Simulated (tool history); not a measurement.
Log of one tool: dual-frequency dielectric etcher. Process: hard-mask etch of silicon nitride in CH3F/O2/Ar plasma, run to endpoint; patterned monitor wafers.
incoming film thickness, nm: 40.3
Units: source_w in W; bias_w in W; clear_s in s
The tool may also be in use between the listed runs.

Run 1, hour 0: source_w 390 W, bias_w 73 W. Result: clear_s 53.043 s.
Run 2, hour 2.2: source_w 390 W, bias_w 67 W. Result: clear_s 55.276 s.
Run 3, hour 4: source_w 390 W, bias_w 55 W. Result: clear_s 59.796 s.
Run 4, hour 11.4: source_w 440 W, bias_w 55 W. Result: clear_s 57.817 s.
Run 5, hour 12.7: source_w 450 W, bias_w 59 W. Result: clear_s 56.485 s.
Run 6, hour 16.6: source_w 450 W, bias_w 49 W. Result: clear_s 60.79 s.
Run 7, hour 21.4: source_w 460 W, bias_w 54 W. Result: clear_s 57.975 s.
Run 8, hour 29.7: source_w 470 W, bias_w 58 W. Result: clear_s 55.556 s.

The next listed run, before its measurement:
Run 9, hour 34.5: source_w 480 W, bias_w 61 W. Result: clear_s ?.

{"run 9": {"clear_s": 54.22}}
